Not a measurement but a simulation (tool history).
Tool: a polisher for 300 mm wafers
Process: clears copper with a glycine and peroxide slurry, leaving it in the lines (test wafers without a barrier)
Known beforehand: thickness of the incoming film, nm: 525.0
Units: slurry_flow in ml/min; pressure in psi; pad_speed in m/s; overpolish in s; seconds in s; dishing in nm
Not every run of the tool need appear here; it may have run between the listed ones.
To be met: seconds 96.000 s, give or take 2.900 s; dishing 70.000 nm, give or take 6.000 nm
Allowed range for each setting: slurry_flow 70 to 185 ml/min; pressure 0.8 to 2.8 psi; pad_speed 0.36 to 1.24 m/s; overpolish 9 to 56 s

run 1 day=0.000 | slurry_flow=120 pressure=1.8 pad_speed=0.80 overpolish=29 | seconds=127.310 dishing=60.091
run 2 day=0.246 | slurry_flow=120 pressure=1.8 pad_speed=0.66 overpolish=29 | seconds=136.650 dishing=55.925
run 3 day=0.592 | slurry_flow=130 pressure=2.0 pad_speed=0.66 overpolish=29 | seconds=123.850 dishing=60.051
run 4 day=0.817 | slurry_flow=130 pressure=2.0 pad_speed=0.66 overpolish=20 | seconds=124.070 dishing=47.533
run 5 day=0.996 | slurry_flow=150 pressure=2.0 pad_speed=0.66 overpolish=20 | seconds=122.800 dishing=47.667
run 6 day=1.154 | slurry_flow=150 pressure=2.2 pad_speed=0.66 overpolish=23 | seconds=115.590 dishing=52.763
run 7 day=1.329 | slurry_flow=150 pressure=2.3 pad_speed=0.66 overpolish=25 | seconds=110.280 dishing=59.381
run 8 day=1.446 | slurry_flow=150 pressure=2.4 pad_speed=0.66 overpolish=26 | seconds=108.190 dishing=60.836
run 9 day=1.496 | slurry_flow=150 pressure=2.4 pad_speed=0.66 overpolish=26 | seconds=107.190 dishing=61.930
run 10 day=1.850 | slurry_flow=150 pressure=2.5 pad_speed=0.66 overpolish=26 | seconds=104.030 dishing=60.104

Next run, 4 choices. One meets every target within its allowed miss, the rest don't. Which?
run A day=2.204 | slurry_flow=150 pressure=2.6 pad_speed=0.74 overpolish=30 | seconds=? dishing=?
run B day=2.204 | slurry_flow=160 pressure=2.3 pad_speed=0.66 overpolish=16 | seconds=? dishing=?
run C day=2.204 | slurry_flow=160 pressure=2.3 pad_speed=0.72 overpolish=21 | seconds=? dishing=?
run D day=2.204 | slurry_flow=185 pressure=2.6 pad_speed=0.68 overpolish=21 | seconds=? dishing=?

move=A seconds=96.296 dishing=71.736
move=B seconds=110.050 dishing=45.177
move=C seconds=105.870 dishing=55.726
move=D seconds=96.926 dishing=58.986
A: hits every target within its allowed miss
B: the biggest miss grows against the last run
C: the biggest miss grows against the last run
D: corrects the largest miss of the last run, while another result sits out of spec
A meets every target.
